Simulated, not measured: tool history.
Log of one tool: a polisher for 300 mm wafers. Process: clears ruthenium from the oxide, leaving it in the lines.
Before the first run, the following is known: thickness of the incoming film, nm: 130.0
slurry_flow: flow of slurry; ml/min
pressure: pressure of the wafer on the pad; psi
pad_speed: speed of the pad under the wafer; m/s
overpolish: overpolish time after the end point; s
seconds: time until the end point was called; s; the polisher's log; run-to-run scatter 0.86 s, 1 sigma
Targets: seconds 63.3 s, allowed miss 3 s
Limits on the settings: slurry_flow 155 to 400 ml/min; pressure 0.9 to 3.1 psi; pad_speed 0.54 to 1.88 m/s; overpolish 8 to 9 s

{"run": 1, "hour": 0.0, "slurry_flow": 255, "pressure": 2, "pad_speed": 1.2, "overpolish": 9, "seconds": 113.27}
{"run": 2, "hour": 3.8, "slurry_flow": 255, "pressure": 1.5, "pad_speed": 1.2, "overpolish": 9, "seconds": 150}
{"run": 3, "hour": 6.1, "slurry_flow": 255, "pressure": 2, "pad_speed": 1.22, "overpolish": 9, "seconds": 110.43}
{"run": 4, "hour": 14.8, "slurry_flow": 255, "pressure": 2.3, "pad_speed": 1.24, "overpolish": 9, "seconds": 93.476}
{"run": 5, "hour": 15.9, "slurry_flow": 255, "pressure": 2.5, "pad_speed": 1.26, "overpolish": 9, "seconds": 88.964}
{"run": 6, "hour": 19.1, "slurry_flow": 255, "pressure": 2.7, "pad_speed": 1.3, "overpolish": 9, "seconds": 75.965}
{"run": 7, "hour": 25.4, "slurry_flow": 255, "pressure": 2.8, "pad_speed": 1.3, "overpolish": 9, "seconds": 75.793}
{"run": 8, "hour": 30.5, "slurry_flow": 255, "pressure": 2.9, "pad_speed": 1.32, "overpolish": 9, "seconds": 71.022}

Which of these 4 next moves meets every target?
{"run": "A", "hour": 35.6, "slurry_flow": 275, "pressure": 2.8, "pad_speed": 1.52, "overpolish": 9, "seconds": "?"}
{"run": "B", "hour": 35.6, "slurry_flow": 245, "pressure": 3.1, "pad_speed": 1.54, "overpolish": 9, "seconds": "?"}
{"run": "C", "hour": 35.6, "slurry_flow": 315, "pressure": 3.1, "pad_speed": 1.54, "overpolish": 8, "seconds": "?"}
{"run": "D", "hour": 35.6, "slurry_flow": 275, "pressure": 3, "pad_speed": 1.6, "overpolish": 8, "seconds": "?"}

move=A seconds=63.87
move=B seconds=57.487
move=C seconds=56.61
move=D seconds=56.78
A: meets every target
B: moves the result that the last run missed by most past its target, out the other side
C: moves the result that the last run missed by most past its target, out the other side
D: moves the result that the last run missed by most past its target, out the other side
The move that meets every target is A.

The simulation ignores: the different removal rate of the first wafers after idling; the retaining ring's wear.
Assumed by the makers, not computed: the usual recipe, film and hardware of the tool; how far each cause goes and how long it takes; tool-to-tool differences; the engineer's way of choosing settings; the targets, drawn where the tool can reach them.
